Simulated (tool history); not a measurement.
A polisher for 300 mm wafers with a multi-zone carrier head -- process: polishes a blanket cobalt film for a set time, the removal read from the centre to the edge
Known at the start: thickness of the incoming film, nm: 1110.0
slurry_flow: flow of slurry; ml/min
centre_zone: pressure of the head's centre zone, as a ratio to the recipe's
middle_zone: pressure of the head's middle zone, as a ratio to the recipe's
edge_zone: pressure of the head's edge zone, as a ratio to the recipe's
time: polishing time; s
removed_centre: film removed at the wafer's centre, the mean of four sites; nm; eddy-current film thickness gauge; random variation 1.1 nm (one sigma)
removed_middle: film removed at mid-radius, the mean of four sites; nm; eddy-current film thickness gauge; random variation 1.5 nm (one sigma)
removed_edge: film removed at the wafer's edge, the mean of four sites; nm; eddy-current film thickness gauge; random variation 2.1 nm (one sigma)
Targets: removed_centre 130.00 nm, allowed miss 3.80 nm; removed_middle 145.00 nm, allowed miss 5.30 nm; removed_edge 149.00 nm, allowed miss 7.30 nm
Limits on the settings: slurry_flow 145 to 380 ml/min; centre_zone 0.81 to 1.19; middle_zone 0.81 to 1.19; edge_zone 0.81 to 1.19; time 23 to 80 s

| run | hour | slurry_flow | centre_zone | middle_zone | edge_zone | time | removed_centre | removed_middle | removed_edge |
|---|---|---|---|---|---|---|---|---|---|
| 1 | 0.0 | 245 | 1.00 | 1.00 | 1.00 | 51 | 196.77 | 193.50 | 192.32 |
| 2 | 1.5 | 235 | 0.95 | 0.98 | 0.98 | 48 | 175.07 | 178.77 | 177.63 |
| 3 | 3.1 | 225 | 0.91 | 0.96 | 0.97 | 46 | 162.32 | 168.21 | 169.63 |
| 4 | 9.0 | 215 | 0.88 | 0.95 | 0.97 | 44 | 148.76 | 157.00 | 157.40 |
| 5 | 11.6 | 205 | 0.86 | 0.95 | 0.99 | 43 | 141.60 | 152.75 | 162.59 |
|  | 17.9 | centre zone pressure recalibrated |
| 6 | 17.9 | 200 | 0.84 | 0.94 | 0.97 | 43 | 127.44 | 148.82 | 157.84 |
| 7 | 19.5 | 210 | 0.84 | 0.93 | 0.95 | 43 | 131.57 | 152.30 | 156.62 |
| 8 | 27.3 | 205 | 0.85 | 0.92 | 0.94 | 43 | 129.84 | 150.44 | 159.12 |

4 candidate next runs follow, results not yet known. Just one meets every target within its allowed miss. Identify it.
| A | 35.1 | 145 | 0.84 | 0.86 | 1.01 | 46 | ? | ? | ? |
| B | 35.1 | 195 | 0.84 | 0.93 | 0.92 | 46 | ? | ? | ? |
| C | 35.1 | 210 | 0.88 | 1.11 | 0.81 | 38 | ? | ? | ? |
| D | 35.1 | 215 | 0.88 | 0.94 | 0.91 | 41 | ? | ? | ? |

| move | removed_centre | removed_middle | removed_edge |
|---|---|---|---|
| A | 132.44 | 141.99 | 168.56 |
| B | 138.48 | 157.58 | 167.83 |
| C | 121.22 | 152.51 | 133.64 |
| D | 131.03 | 143.31 | 150.30 |
A: lands further from the targets than the last run did
B: lands further from the targets than the last run did
C: the result that was furthest off in the last run now lies on the other side of its target
D: all results land within tolerance of their targets
The right move is D.
